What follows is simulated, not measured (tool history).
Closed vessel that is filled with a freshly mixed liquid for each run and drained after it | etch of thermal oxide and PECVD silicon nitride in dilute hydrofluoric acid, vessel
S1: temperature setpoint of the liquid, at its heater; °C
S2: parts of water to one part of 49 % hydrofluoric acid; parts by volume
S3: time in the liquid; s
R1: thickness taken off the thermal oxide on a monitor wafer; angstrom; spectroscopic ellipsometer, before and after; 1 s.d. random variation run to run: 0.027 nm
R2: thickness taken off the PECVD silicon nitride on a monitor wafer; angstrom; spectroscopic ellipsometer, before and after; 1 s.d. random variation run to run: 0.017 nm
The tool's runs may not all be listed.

| run | hour | S1 | S2 | S3 | R1 | R2 |
|---|---|---|---|---|---|---|
| 1 | 0.0 | 24.0 | 100 | 145 | 75.785 | 59.595 |
| 2 | 3.4 | 26.0 | 100 | 145 | 82.245 | 67.926 |
| 3 | 6.9 | 25.0 | 105 | 145 | 75.164 | 60.963 |
| 4 | 11.4 | 24.5 | 105 | 145 | 73.827 | 58.620 |
| 5 | 18.9 | 24.0 | 110 | 145 | 67.616 | 54.032 |
| 6 | 26.4 | 24.0 | 125 | 145 | 58.504 | 47.812 |
| 7 | 35.1 | 23.5 | 125 | 145 | 57.615 | 46.465 |
| 8 | 42.4 | 23.0 | 125 | 145 | 56.684 | 44.663 |
| 9 | 48.1 | 23.0 | 125 | 145 | 57.071 | 44.604 |
| 10 | 52.8 | 22.5 | 125 | 145 | 55.279 | 43.359 |
| 11 | 53.5 | 22.0 | 125 | 145 | 54.168 | 42.100 |

Expected results for the next run?
| 12 | 54.4 | 21.5 | 125 | 145 | ? | ? |

Run 12 measured R1 53.801 angstrom, R2 40.605 angstrom.

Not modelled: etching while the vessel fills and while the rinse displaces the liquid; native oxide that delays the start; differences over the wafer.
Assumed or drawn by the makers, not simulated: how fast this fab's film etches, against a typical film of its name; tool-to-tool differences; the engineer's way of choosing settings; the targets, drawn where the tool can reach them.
